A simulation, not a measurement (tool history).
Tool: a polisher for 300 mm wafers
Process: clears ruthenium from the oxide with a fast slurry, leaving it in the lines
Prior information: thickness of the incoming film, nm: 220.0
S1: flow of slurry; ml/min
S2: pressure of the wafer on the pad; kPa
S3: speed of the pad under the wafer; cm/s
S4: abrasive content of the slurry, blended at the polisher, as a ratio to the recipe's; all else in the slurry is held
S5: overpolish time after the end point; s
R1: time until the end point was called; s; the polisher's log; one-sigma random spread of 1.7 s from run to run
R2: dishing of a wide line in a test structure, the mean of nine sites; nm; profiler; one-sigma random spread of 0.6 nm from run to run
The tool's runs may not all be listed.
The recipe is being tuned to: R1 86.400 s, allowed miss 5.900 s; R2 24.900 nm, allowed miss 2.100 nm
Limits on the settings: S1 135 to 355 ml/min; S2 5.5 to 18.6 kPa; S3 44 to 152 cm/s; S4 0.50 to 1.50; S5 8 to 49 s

run 1 hour=0.0 | S1=225 S2=11.7 S3=98 S4=1.00 S5=25 | R1=80.587 R2=53.149
run 2 hour=8.1 | S1=225 S2=11.7 S3=98 S4=1.00 S5=20 | R1=76.867 R2=42.117
run 3 hour=16.3 | S1=225 S2=11.7 S3=114 S4=1.00 S5=20 | R1=66.704 R2=50.358
run 4 hour=21.8 | S1=225 S2=11.0 S3=112 S4=1.00 S5=17 | R1=72.119 R2=40.014
run 5 hour=28.1 | S1=260 S2=11.0 S3=112 S4=1.00 S5=17 | R1=72.179 R2=41.987
run 6 hour=30.0 | S1=315 S2=11.0 S3=112 S4=1.00 S5=17 | R1=71.442 R2=43.297
run 7 hour=37.5 | S1=310 S2=10.3 S3=112 S4=1.00 S5=14 | R1=75.017 R2=33.897
run 8 hour=38.3 | S1=310 S2=9.7 S3=112 S4=1.00 S5=13 | R1=76.298 R2=30.283

Exercise: of the 4 proposed moves below, exactly one satisfies all targets within the stated allowed misses. Which move is it?
run A hour=39.1 | S1=310 S2=8.3 S3=118 S4=0.80 S5=15 | R1=? R2=?
run B hour=39.1 | S1=355 S2=10.3 S3=88 S4=1.05 S5=16 | R1=? R2=?
run C hour=39.1 | S1=350 S2=8.3 S3=110 S4=0.90 S5=12 | R1=? R2=?
run D hour=39.1 | S1=335 S2=9.7 S3=116 S4=1.05 S5=10 | R1=? R2=?

move=A R1=85.373 R2=28.759
move=B R1=86.121 R2=30.291
move=C R1=84.772 R2=23.482
move=D R1=68.761 R2=24.088
A: better than the last run, though not everything is in spec
B: no better and no worse than the last run
C: meets every target
D: corrects the largest miss of the last run, while another result sits out of spec
Correct choice: C, which meets every target
